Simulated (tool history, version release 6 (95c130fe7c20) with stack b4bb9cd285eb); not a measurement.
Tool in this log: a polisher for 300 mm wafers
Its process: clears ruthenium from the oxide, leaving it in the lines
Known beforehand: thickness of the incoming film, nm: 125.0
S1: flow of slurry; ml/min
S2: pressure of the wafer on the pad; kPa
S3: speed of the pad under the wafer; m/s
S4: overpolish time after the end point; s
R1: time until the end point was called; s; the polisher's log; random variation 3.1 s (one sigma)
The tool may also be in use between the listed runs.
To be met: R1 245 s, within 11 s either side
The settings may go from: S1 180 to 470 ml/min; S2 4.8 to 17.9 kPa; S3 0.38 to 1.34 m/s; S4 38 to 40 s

Run 1, hour 0: S1 300 ml/min, S2 11 kPa, S3 0.86 m/s, S4 38 s. Result: R1 132.22 s.
Run 2, hour 4.1: S1 300 ml/min, S2 10.3 kPa, S3 0.86 m/s, S4 38 s. Result: R1 140.31 s.
Run 3, hour 9.8: S1 300 ml/min, S2 9.7 kPa, S3 0.84 m/s, S4 38 s. Result: R1 151.3 s.
Run 4, hour 15.7: S1 300 ml/min, S2 9 kPa, S3 0.82 m/s, S4 38 s. Result: R1 163.92 s.
Run 5, hour 18: S1 300 ml/min, S2 9 kPa, S3 0.96 m/s, S4 38 s. Result: R1 140.07 s.
Run 6, hour 19.9: S1 300 ml/min, S2 9 kPa, S3 0.78 m/s, S4 38 s. Result: R1 178.26 s.
Run 7, hour 21.4: S1 300 ml/min, S2 8.3 kPa, S3 0.78 m/s, S4 38 s. Result: R1 186.27 s.
Run 8, hour 27.5: S1 300 ml/min, S2 7.6 kPa, S3 0.78 m/s, S4 38 s. Result: R1 192.89 s.
Run 9, hour 34.4: S1 300 ml/min, S2 6.9 kPa, S3 0.78 m/s, S4 38 s. Result: R1 204.07 s.

Which single option among these 4 for the next run brings every result within its allowed miss of target? Just one does.
Run A, hour 41.3: S1 285 ml/min, S2 7.6 kPa, S3 0.62 m/s, S4 39 s. Result: R1 ?.
Run B, hour 41.3: S1 350 ml/min, S2 7.6 kPa, S3 0.54 m/s, S4 40 s. Result: R1 ?.
Run C, hour 41.3: S1 345 ml/min, S2 4.8 kPa, S3 0.72 m/s, S4 38 s. Result: R1 ?.
Run D, hour 41.3: S1 275 ml/min, S2 7.6 kPa, S3 0.88 m/s, S4 38 s. Result: R1 ?.

move      R1
   A  244.66
   B  274.81
   C  275.56
   D  175.03
A: all results land within tolerance of their targets
B: moves the result that the last run missed by most past its target, out the other side
C: moves the result that the last run missed by most past its target, out the other side
D: its largest miss is bigger than the last run's
The right move is A.
